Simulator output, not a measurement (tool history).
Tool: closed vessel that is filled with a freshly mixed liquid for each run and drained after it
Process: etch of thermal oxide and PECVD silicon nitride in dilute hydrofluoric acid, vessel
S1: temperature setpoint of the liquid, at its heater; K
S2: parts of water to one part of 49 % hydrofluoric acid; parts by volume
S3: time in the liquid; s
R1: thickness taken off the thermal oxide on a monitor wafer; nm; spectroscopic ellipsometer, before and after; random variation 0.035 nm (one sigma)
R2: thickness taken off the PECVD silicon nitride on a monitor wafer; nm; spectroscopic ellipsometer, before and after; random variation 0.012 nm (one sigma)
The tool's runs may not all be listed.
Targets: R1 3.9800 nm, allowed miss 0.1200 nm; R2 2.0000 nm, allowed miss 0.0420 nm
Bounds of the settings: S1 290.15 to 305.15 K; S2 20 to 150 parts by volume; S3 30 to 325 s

{"run": 1, "hour": 0.0, "S1": 297.15, "S2": 85, "S3": 165, "R1": 8.6037, "R2": 4.4067}
{"run": 2, "hour": 7.5, "S1": 298.65, "S2": 85, "S3": 165, "R1": 9.0193, "R2": 4.8187}
{"run": 3, "hour": 11.6, "S1": 298.65, "S2": 85, "S3": 110, "R1": 6.1052, "R2": 3.2262}
{"run": 4, "hour": 18.2, "S1": 298.15, "S2": 90, "S3": 110, "R1": 5.5196, "R2": 2.9424}
{"run": 5, "hour": 24.4, "S1": 297.65, "S2": 95, "S3": 110, "R1": 5.1091, "R2": 2.6972}
{"run": 6, "hour": 31.8, "S1": 297.15, "S2": 95, "S3": 110, "R1": 5.1085, "R2": 2.6051}
{"run": 7, "hour": 36.6, "S1": 297.15, "S2": 100, "S3": 110, "R1": 4.8345, "R2": 2.4643}
{"run": 8, "hour": 43.1, "S1": 296.65, "S2": 110, "S3": 110, "R1": 4.2079, "R2": 2.1745}

4 next moves are on the table. One of them brings every result within its allowed miss. Which?
{"run": "A", "hour": 49.6, "S1": 303.15, "S2": 140, "S3": 105, "R1": "?", "R2": "?"}
{"run": "B", "hour": 49.6, "S1": 299.15, "S2": 115, "S3": 105, "R1": "?", "R2": "?"}
{"run": "C", "hour": 49.6, "S1": 295.15, "S2": 110, "S3": 110, "R1": "?", "R2": "?"}
{"run": "D", "hour": 49.6, "S1": 293.15, "S2": 125, "S3": 155, "R1": "?", "R2": "?"}

move=A R1=3.8562 R2=2.4975
move=B R1=4.1759 R2=2.3651
move=C R1=3.9326 R2=1.9919
move=D R1=4.4248 R2=2.1659
A: further off than the last run
B: further off than the last run
C: meets every target
D: as far off as the last run
Move C is the one to make.
